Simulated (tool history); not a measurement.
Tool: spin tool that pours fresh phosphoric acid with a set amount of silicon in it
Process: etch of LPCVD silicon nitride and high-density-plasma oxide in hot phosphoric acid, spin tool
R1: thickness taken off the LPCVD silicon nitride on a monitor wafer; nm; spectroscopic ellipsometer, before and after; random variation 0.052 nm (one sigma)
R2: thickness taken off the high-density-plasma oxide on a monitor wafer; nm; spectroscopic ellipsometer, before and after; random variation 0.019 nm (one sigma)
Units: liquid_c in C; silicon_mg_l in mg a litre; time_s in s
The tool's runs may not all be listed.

run 1 hour=0 | liquid_c=161 silicon_mg_l=15.5 time_s=180 | R1=16.541 R2=0.32368
run 2 hour=0.9 | liquid_c=160 silicon_mg_l=16 time_s=165 | R1=14.592 R2=0.28399
run 3 hour=2.4 | liquid_c=160 silicon_mg_l=16 time_s=215 | R1=19.103 R2=0.32717
run 4 hour=4.4 | liquid_c=159.5 silicon_mg_l=17 time_s=195 | R1=17.08 R2=0.30707
run 5 hour=10.2 | liquid_c=159 silicon_mg_l=19 time_s=180 | R1=15.512 R2=0.23017
run 6 hour=19 | liquid_c=159 silicon_mg_l=12 time_s=180 | R1=15.391 R2=0.31117
run 7 hour=22.2 | liquid_c=158.5 silicon_mg_l=13 time_s=165 | R1=13.945 R2=0.24007
run 8 hour=27.5 | liquid_c=158 silicon_mg_l=12.5 time_s=155 | R1=12.777 R2=0.2502
run 9 hour=32.7 | liquid_c=157.5 silicon_mg_l=13.5 time_s=150 | R1=12.128 R2=0.18655
run 10 hour=40.1 | liquid_c=157.5 silicon_mg_l=13 time_s=145 | R1=11.809 R2=0.16923
run 11 hour=42.5 | liquid_c=157.5 silicon_mg_l=12 time_s=140 | R1=11.372 R2=0.20453
run 12 hour=49.3 | liquid_c=157.5 silicon_mg_l=12.5 time_s=140 | R1=11.436 R2=0.19228
run 13 hour=52.2 | liquid_c=157 silicon_mg_l=12.5 time_s=135 | R1=10.798 R2=0.20557

The next listed run, before its measurement:
run 14 hour=54.7 | liquid_c=157 silicon_mg_l=14 time_s=135 | R1=? R2=?

Run 14 gave R1 10.798 nm, R2 0.1934 nm.
